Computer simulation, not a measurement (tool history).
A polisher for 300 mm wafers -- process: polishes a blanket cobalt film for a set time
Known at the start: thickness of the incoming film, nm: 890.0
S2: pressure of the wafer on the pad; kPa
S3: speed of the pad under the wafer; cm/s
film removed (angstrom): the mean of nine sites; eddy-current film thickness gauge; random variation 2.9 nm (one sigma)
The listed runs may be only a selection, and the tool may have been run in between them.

{"run": 1, "hour": 0.0, "flow of slurry (ml/min)": 210, "S2": 17.2, "S3": 100, "polishing time (s)": 36, "film removed (angstrom)": 2676.2}
{"run": 2, "hour": 3.5, "flow of slurry (ml/min)": 210, "S2": 17.2, "S3": 100, "polishing time (s)": 33, "film removed (angstrom)": 2465.6}
{"run": 3, "hour": 5.7, "flow of slurry (ml/min)": 215, "S2": 17.9, "S3": 100, "polishing time (s)": 33, "film removed (angstrom)": 2566.5}
{"run": 4, "hour": 13.6, "flow of slurry (ml/min)": 215, "S2": 18.6, "S3": 100, "polishing time (s)": 33, "film removed (angstrom)": 2664.1}
{"run": 5, "hour": 19.2, "flow of slurry (ml/min)": 215, "S2": 19.3, "S3": 100, "polishing time (s)": 33, "film removed (angstrom)": 2779.4}
{"run": 6, "hour": 20.5, "flow of slurry (ml/min)": 215, "S2": 20, "S3": 100, "polishing time (s)": 33, "film removed (angstrom)": 2801.1}
{"run": 7, "hour": 28.6, "flow of slurry (ml/min)": 220, "S2": 20.7, "S3": 100, "polishing time (s)": 33, "film removed (angstrom)": 2920.5}
{"run": 8, "hour": 32.9, "flow of slurry (ml/min)": 220, "S2": 21.4, "S3": 100, "polishing time (s)": 33, "film removed (angstrom)": 3024.3}
{"run": 9, "hour": 33.8, "flow of slurry (ml/min)": 220, "S2": 22.1, "S3": 100, "polishing time (s)": 33, "film removed (angstrom)": 3135.2}

Run 10, settings as shown, results not yet in. Your forecast:
{"run": 10, "hour": 39.9, "flow of slurry (ml/min)": 250, "S2": 25.5, "S3": 100, "polishing time (s)": 33, "film removed (angstrom)": "?"}

{"run 10": {"film removed (angstrom)": 3586.5}}

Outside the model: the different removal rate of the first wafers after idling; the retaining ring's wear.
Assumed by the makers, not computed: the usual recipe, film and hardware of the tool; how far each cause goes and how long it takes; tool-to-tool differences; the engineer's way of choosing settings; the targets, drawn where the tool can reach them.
